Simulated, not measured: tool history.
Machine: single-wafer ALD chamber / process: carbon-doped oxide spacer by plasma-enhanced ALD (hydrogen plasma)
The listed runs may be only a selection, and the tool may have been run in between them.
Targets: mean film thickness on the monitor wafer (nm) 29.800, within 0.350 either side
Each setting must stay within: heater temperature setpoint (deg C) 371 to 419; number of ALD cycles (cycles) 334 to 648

run	hour	heater temperature setpoint (deg C)	number of ALD cycles (cycles)	mean film thickness on the monitor wafer (nm)
1	0.0	395	491	24.209
2	1.0	387	491	24.287
3	6.1	387	526	25.904
4	13.0	387	551	27.283
5	17.8	387	566	28.088
6	23.7	381	566	27.980
7	25.3	381	577	28.565
8	29.0	381	584	28.836
9	35.8	381	590	29.101
10	42.5	381	594	29.430
11	47.0	381	596	29.402

Pick the move, out of 5, that brings all results within their allowed miss; only one does.
A	51.5	387	588	?
B	51.5	385	586	?
C	51.5	393	584	?
D	51.5	380	579	?
E	51.5	371	602	?

move	mean film thickness on the monitor wafer (nm)
A	29.051
B	28.952
C	28.853
D	28.606
E	29.742
A: moves away from the targets compared with the last run
B: moves away from the targets compared with the last run
C: moves away from the targets compared with the last run
D: moves away from the targets compared with the last run
E: in spec on every target
The move that meets every target is E.
